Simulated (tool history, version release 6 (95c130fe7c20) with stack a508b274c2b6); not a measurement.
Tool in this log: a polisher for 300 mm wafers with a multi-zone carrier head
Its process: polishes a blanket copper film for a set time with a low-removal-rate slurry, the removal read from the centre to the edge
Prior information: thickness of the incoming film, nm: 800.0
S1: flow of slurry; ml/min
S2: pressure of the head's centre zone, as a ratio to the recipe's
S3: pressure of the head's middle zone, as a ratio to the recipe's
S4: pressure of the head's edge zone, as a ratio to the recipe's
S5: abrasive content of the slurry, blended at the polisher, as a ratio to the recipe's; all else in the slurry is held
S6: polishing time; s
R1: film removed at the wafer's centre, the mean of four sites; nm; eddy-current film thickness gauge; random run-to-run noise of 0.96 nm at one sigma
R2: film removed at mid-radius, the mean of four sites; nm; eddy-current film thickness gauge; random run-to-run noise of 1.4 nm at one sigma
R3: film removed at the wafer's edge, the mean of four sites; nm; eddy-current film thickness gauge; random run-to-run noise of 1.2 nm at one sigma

run,hour,S1,S2,S3,S4,S5,S6,R1,R2,R3
1,0,255,1,1,1,1,34,102.67,99.801,102.46
2,2.5,255,1,1.05,1,1,34,102.55,105.78,104.81
3,9.9,250,0.99,1.04,1.03,1.1,35,106.26,110.88,108.49
4,17.9,255,0.96,1.01,1.06,1.1,36,107.69,110.2,113.66
5,22.7,255,0.9,1.01,1.06,1.1,36,100.52,111.26,116.9
6,28.7,255,0.9,1.01,1.06,1,36,99.905,109.85,112.34
7,30.5,265,0.9,1,1.08,1.1,36,100.31,110.9,117.26

Run 8 has not been measured yet. What should we expect?
8,37.3,275,0.91,0.99,1.1,1.15,36,?,?,?

Run 8 yielded R1 104.1 nm, R2 111.54 nm, R3 121.11 nm.
